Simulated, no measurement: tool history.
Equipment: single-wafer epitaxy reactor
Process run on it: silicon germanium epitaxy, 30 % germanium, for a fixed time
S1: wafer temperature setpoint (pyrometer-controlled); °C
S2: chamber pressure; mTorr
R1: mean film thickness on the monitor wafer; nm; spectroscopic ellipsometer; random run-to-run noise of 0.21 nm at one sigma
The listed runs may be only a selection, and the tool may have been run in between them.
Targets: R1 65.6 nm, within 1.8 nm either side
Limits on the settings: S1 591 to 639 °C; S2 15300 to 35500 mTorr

run    day   S1     S2      R1
  1      0  615  25400  84.641
  2  0.033  625  25400  98.775
  3  0.271  625  28800  102.16
  4  0.358  625  32400  107.15
  5  0.383  618  31900   95.55
  6  0.592  618  35400  99.197
  7  0.642  612  35000  89.911
  8  0.829  600  33800  73.735
  9  1.125  598  33700  70.814
 10  1.275  597  33600  69.616
 11    1.4  596  33500  68.566

5 candidate next runs follow, results not yet known. Just one meets every target within its allowed miss. Identify it.
  A  1.525  597  35400   ?
  B  1.525  597  24000   ?
  C  1.525  595  27600   ?
  D  1.525  598  33000   ?
  E  1.525  593  34200   ?

move      R1
   A  71.172
   B  62.391
   C  63.256
   D  70.601
   E  65.865
A: misses by more than the last run did
B: pushes the last run's worst result past its target
C: pushes the last run's worst result past its target
D: misses by more than the last run did
E: all results in spec
So the answer is move E, the one that meets all the targets.
